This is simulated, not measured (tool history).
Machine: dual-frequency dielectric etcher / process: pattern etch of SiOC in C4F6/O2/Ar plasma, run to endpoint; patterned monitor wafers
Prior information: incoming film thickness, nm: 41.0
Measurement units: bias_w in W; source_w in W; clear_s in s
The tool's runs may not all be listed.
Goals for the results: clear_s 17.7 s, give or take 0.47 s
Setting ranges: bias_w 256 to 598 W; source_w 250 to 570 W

run	hour	bias_w	source_w	clear_s
1	0	427	410	14.903
2	7.5	427	460	14.253
3	15.2	394	440	15.019
4	17.4	368	430	15.767
5	23	350	430	15.96
6	23.9	333	430	16.48
7	27.3	322	430	16.546
8	34.1	311	430	16.899

Below are 5 possible settings for the next run. Only one of them brings all results inside the allowed miss of their targets. Which is it?
A	40.9	303	410	?
B	40.9	420	360	?
C	40.9	352	410	?
D	40.9	276	410	?
E	40.9	319	470	?

move	clear_s
A	17.466
B	15.612
C	16.204
D	18.323
E	16.151
A: every result lands within tolerance
B: misses by more than the last run did
C: misses by more than the last run did
D: carries the result that was furthest off beyond its target, to the other side
E: misses by more than the last run did
A meets every target.
